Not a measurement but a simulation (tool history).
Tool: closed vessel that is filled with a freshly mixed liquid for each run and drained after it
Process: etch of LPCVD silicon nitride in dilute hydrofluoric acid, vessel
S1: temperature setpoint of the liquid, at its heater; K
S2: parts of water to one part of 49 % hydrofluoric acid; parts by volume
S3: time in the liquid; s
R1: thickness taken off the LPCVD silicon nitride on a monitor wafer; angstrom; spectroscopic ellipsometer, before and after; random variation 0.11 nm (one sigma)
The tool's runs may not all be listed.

run  hour      S1  S2    S3      R1
  1     0  296.15  85  1010  50.293
  2   7.2  298.15  75  1010  64.897
  3  12.7  298.15  90  1010  53.859
  4  15.2  301.65  90  1010  66.732
  5  24.1  302.15  80  1010  78.247
  6  25.9  302.15  65  1010   97.59
  7  33.6  302.65  65  1010  98.721
  8  41.5  303.15  65  1010  102.97

Run 9 comes next. What will it give?
  9  46.5  303.65  65  1010   ?

R1: 106.69 angstrom
